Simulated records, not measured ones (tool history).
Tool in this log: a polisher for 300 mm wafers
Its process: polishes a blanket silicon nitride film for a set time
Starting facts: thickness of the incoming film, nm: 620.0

run,day,flow of slurry (ml/min),pressure of the wafer on the pad (kPa),speed of the pad under the wafer (m/s),polishing time (s),film removed (Å)
1,0,260,18.6,1.32,64,1011.5
2,0.367,260,16.5,1.32,64,919.51
3,0.517,260,16.5,1.46,64,1001.6
4,0.583,260,15.2,1.44,64,911.2
5,0.833,260,15.2,1.66,64,1003.7
# day 1.121: worn pad replaced by a new one
6,1.121,290,15.2,1.66,64,1121.4
7,1.404,270,14.5,1.66,64,1076.5
8,1.729,255,13.8,1.62,64,965.08
9,1.942,240,13.1,1.6,64,941.78
10,2.279,235,12.4,1.54,64,867.53

Run 11 has not been measured yet. What should we expect?
11,2.567,230,11.7,1.5,64,?

film removed (Å): 810.16

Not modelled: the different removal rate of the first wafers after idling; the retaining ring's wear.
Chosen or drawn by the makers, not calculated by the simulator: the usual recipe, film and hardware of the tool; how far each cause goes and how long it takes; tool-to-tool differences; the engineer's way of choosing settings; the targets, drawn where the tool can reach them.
